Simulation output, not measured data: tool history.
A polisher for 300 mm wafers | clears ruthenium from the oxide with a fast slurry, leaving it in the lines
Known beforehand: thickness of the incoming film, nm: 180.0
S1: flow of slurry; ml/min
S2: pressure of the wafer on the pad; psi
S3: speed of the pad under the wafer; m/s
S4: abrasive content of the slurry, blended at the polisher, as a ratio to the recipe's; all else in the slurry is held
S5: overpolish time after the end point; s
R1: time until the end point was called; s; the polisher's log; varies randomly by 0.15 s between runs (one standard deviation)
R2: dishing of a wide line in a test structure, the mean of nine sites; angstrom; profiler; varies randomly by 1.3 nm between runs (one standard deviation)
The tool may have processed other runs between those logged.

run 1 day=0 | S1=275 S2=3.1 S3=1.26 S4=1 S5=23 | R1=25.642 R2=886.13
run 2 day=0.112 | S1=275 S2=3.1 S3=1.26 S4=1 S5=15 | R1=25.73 R2=653.63
run 3 day=0.304 | S1=275 S2=3.1 S3=1.26 S4=0.9 S5=15 | R1=27.37 R2=620.02
run 4 day=0.404 | S1=275 S2=3.4 S3=1.26 S4=0.9 S5=16 | R1=24.859 R2=698.65
run 5 day=0.558 | S1=275 S2=3.7 S3=1.26 S4=0.9 S5=16 | R1=22.83 R2=754.93
run 6 day=0.617 | S1=275 S2=3.2 S3=1.26 S4=0.9 S5=16 | R1=26.207 R2=667.1
run 7 day=0.725 | S1=275 S2=3.5 S3=1.26 S4=0.9 S5=16 | R1=24.223 R2=696.62

Forecast run 8:
run 8 day=0.846 | S1=275 S2=3.8 S3=1.26 S4=0.9 S5=17 | R1=? R2=?

R1: 22.195 s
R2: 783.85 angstrom
